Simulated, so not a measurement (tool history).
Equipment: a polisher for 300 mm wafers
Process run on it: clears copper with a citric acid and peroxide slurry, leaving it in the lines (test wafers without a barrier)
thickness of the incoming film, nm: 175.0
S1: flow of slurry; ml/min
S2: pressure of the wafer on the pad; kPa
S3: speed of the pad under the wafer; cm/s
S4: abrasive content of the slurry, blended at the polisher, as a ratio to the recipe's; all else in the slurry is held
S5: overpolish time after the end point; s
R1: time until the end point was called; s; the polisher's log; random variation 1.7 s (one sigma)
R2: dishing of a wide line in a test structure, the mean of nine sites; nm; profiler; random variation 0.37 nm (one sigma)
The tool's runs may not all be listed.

run	hour	S1	S2	S3	S4	S5	R1	R2
1	0	160	15.9	118	1	13	80.887	18.402
2	0.6	160	15.9	118	1	14	81.273	19.787
3	4.1	160	15.9	94	1	14	103.44	15.753
4	11.7	120	15.9	94	1	14	107.13	15.448
5	18.2	120	16.5	94	1	15	102.78	16.793
6	26	120	15.2	94	1	15	106.34	15.841
7	27.7	120	16.5	94	1	16	102.85	18.096
8	36.2	120	17.2	94	1	16	98.268	18.021

Estimate the outcome of run 9 from the log above:
9	41.1	120	17.2	96	1	17	?	?

R1: 95.649 s
R2: 19.995 nm
